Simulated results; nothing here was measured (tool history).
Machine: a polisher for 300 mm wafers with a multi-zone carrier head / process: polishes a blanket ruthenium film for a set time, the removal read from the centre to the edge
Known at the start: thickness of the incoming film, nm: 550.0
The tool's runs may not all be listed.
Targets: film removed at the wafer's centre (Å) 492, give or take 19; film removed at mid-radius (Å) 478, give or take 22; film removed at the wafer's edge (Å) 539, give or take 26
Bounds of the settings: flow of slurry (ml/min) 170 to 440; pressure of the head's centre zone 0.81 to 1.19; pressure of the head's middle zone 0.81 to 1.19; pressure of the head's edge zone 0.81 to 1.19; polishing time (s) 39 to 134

run,hour,flow of slurry (ml/min),pressure of the head's centre zone,pressure of the head's middle zone,pressure of the head's edge zone,polishing time (s),film removed at the wafer's centre (Å),film removed at mid-radius (Å),film removed at the wafer's edge (Å)
1,0,280,1,1,1,86,791.64,812.43,802.48
2,2.9,280,1,1,1,77,716.16,717.87,712.29
3,11.9,275,0.97,0.96,1,71,626.56,640.92,650.23
4,15.4,275,0.9,0.96,1,71,590.3,641.57,652.79
5,19.3,275,0.9,0.96,0.97,71,598.38,648.21,640.76
6,25.1,270,0.9,0.92,0.98,68,564.59,587.99,629.59
7,32.5,270,0.9,0.9,0.96,65,545.09,562.94,581.31
8,36.7,265,0.9,0.88,0.96,64,541.7,539.27,569.18
9,39.1,260,0.89,0.86,0.96,63,520.46,525.28,565.25
10,46.7,255,0.89,0.85,0.96,62,528,512.78,543.37

Exercise: of the 5 proposed moves below, exactly one satisfies all targets within the stated allowed misses. Which move is it?
A,54.3,170,1.01,0.96,0.81,66,?,?,?
B,54.3,170,1,0.86,0.81,66,?,?,?
C,54.3,275,0.88,0.84,0.91,65,?,?,?
D,54.3,320,0.87,0.83,0.98,58,?,?,?
E,54.3,250,0.86,1,0.87,63,?,?,?

move,film removed at the wafer's centre (Å),film removed at mid-radius (Å),film removed at the wafer's edge (Å)
A,551.9,559.35,526.08
B,547.36,510.5,526.78
C,533.31,532.44,578.51
D,480.37,478.12,541.19
E,502.23,589.73,543.3
A: lands further from the targets than the last run did
B: lands further from the targets than the last run did
C: lands further from the targets than the last run did
D: all results in spec
E: the furthest-off result lands on target, but another misses its tolerance
Answer: D
